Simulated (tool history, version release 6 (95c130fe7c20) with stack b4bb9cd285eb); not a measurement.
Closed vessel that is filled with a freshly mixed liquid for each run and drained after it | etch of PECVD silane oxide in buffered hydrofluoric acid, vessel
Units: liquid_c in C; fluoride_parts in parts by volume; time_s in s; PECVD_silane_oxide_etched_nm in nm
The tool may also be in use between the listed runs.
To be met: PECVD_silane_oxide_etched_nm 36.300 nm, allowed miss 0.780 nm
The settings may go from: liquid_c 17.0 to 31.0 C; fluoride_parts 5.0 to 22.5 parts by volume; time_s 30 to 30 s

run 1 hour=0.0 | liquid_c=23.0 fluoride_parts=13.5 time_s=30 | PECVD_silane_oxide_etched_nm=58.313
run 2 hour=6.8 | liquid_c=25.0 fluoride_parts=13.5 time_s=30 | PECVD_silane_oxide_etched_nm=65.084
run 3 hour=13.6 | liquid_c=24.0 fluoride_parts=13.5 time_s=30 | PECVD_silane_oxide_etched_nm=61.392
run 4 hour=22.8 | liquid_c=23.5 fluoride_parts=13.5 time_s=30 | PECVD_silane_oxide_etched_nm=59.743
run 5 hour=23.7 | liquid_c=21.5 fluoride_parts=13.5 time_s=30 | PECVD_silane_oxide_etched_nm=53.901
run 6 hour=29.8 | liquid_c=21.0 fluoride_parts=13.5 time_s=30 | PECVD_silane_oxide_etched_nm=52.541
run 7 hour=33.8 | liquid_c=20.5 fluoride_parts=13.5 time_s=30 | PECVD_silane_oxide_etched_nm=51.102
run 8 hour=37.9 | liquid_c=20.0 fluoride_parts=13.5 time_s=30 | PECVD_silane_oxide_etched_nm=49.826
run 9 hour=40.8 | liquid_c=19.5 fluoride_parts=13.5 time_s=30 | PECVD_silane_oxide_etched_nm=48.097
run 10 hour=44.5 | liquid_c=19.0 fluoride_parts=13.5 time_s=30 | PECVD_silane_oxide_etched_nm=47.101
run 11 hour=48.4 | liquid_c=18.0 fluoride_parts=15.0 time_s=30 | PECVD_silane_oxide_etched_nm=40.290
run 12 hour=50.2 | liquid_c=17.5 fluoride_parts=15.5 time_s=30 | PECVD_silane_oxide_etched_nm=37.530

Which of these 4 next moves meets every target?
run A hour=52.0 | liquid_c=20.0 fluoride_parts=17.5 time_s=30 | PECVD_silane_oxide_etched_nm=?
run B hour=52.0 | liquid_c=17.0 fluoride_parts=14.5 time_s=30 | PECVD_silane_oxide_etched_nm=?
run C hour=52.0 | liquid_c=20.0 fluoride_parts=18.5 time_s=30 | PECVD_silane_oxide_etched_nm=?
run D hour=52.0 | liquid_c=17.0 fluoride_parts=16.5 time_s=30 | PECVD_silane_oxide_etched_nm=?

move=A PECVD_silane_oxide_etched_nm=38.373
move=B PECVD_silane_oxide_etched_nm=38.966
move=C PECVD_silane_oxide_etched_nm=36.325
move=D PECVD_silane_oxide_etched_nm=34.309
A: further off than the last run
B: further off than the last run
C: meets every target
D: takes the result that was furthest off past its target
Answer: C
